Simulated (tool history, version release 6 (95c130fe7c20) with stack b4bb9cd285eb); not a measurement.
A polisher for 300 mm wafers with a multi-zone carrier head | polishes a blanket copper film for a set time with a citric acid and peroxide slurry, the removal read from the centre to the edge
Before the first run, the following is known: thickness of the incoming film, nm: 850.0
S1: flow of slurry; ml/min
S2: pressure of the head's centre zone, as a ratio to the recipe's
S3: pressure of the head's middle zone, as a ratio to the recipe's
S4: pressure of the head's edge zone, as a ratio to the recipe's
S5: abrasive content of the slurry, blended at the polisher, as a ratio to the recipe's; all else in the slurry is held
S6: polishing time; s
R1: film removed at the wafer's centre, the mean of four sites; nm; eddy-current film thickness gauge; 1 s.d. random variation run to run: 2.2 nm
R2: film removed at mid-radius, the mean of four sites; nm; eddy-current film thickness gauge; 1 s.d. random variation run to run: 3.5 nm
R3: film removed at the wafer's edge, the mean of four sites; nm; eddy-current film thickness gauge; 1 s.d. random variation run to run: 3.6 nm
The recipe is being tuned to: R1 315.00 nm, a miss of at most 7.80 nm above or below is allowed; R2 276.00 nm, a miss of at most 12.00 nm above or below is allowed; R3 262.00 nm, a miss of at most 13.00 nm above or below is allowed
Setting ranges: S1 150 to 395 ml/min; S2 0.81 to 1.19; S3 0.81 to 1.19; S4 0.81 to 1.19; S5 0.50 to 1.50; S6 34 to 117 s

run 1 hour=0.0 | S1=250 S2=1.00 S3=1.00 S4=1.00 S5=1.00 S6=75 | R1=243.88 R2=226.07 R3=226.88
run 2 hour=2.0 | S1=250 S2=1.04 S3=1.00 S4=1.00 S5=1.00 S6=75 | R1=252.44 R2=225.88 R3=225.13
run 3 hour=10.7 | S1=250 S2=1.04 S3=1.00 S4=1.00 S5=1.15 S6=75 | R1=261.69 R2=236.79 R3=232.99
run 4 hour=19.1 | S1=265 S2=1.07 S3=1.02 S4=1.03 S5=1.20 S6=75 | R1=274.75 R2=241.30 R3=241.94
run 5 hour=20.5 | S1=265 S2=1.07 S3=1.02 S4=1.03 S5=1.20 S6=82 | R1=299.85 R2=262.79 R3=261.96
run 6 hour=22.5 | S1=265 S2=1.07 S3=1.02 S4=1.03 S5=1.20 S6=92 | R1=337.37 R2=293.28 R3=289.76
run 7 hour=28.7 | S1=250 S2=1.06 S3=1.01 S4=1.00 S5=1.15 S6=92 | R1=328.03 R2=287.50 R3=286.66
run 8 hour=30.9 | S1=250 S2=1.06 S3=1.01 S4=1.00 S5=1.15 S6=92 | R1=330.95 R2=287.22 R3=288.23
run 9 hour=31.7 | S1=255 S2=1.06 S3=1.02 S4=0.97 S5=1.10 S6=92 | R1=325.95 R2=291.00 R3=278.17

Next run, 4 choices. One meets every target within its allowed miss, the rest don't. Which?
run A hour=32.5 | S1=310 S2=1.06 S3=0.98 S4=0.90 S5=1.25 S6=86 | R1=? R2=? R3=?
run B hour=32.5 | S1=245 S2=1.13 S3=1.01 S4=0.95 S5=1.10 S6=89 | R1=? R2=? R3=?
run C hour=32.5 | S1=190 S2=1.19 S3=0.95 S4=0.81 S5=0.95 S6=89 | R1=? R2=? R3=?
run D hour=32.5 | S1=260 S2=1.10 S3=1.14 S4=0.83 S5=1.05 S6=89 | R1=? R2=? R3=?

move=A R1=321.44 R2=271.56 R3=263.65
move=B R1=335.29 R2=272.98 R3=266.31
move=C R1=329.88 R2=243.02 R3=234.00
move=D R1=324.80 R2=300.87 R3=248.04
A: each result inside its tolerance
B: moves away from the targets compared with the last run
C: moves away from the targets compared with the last run
D: moves away from the targets compared with the last run
The move that meets every target is A.
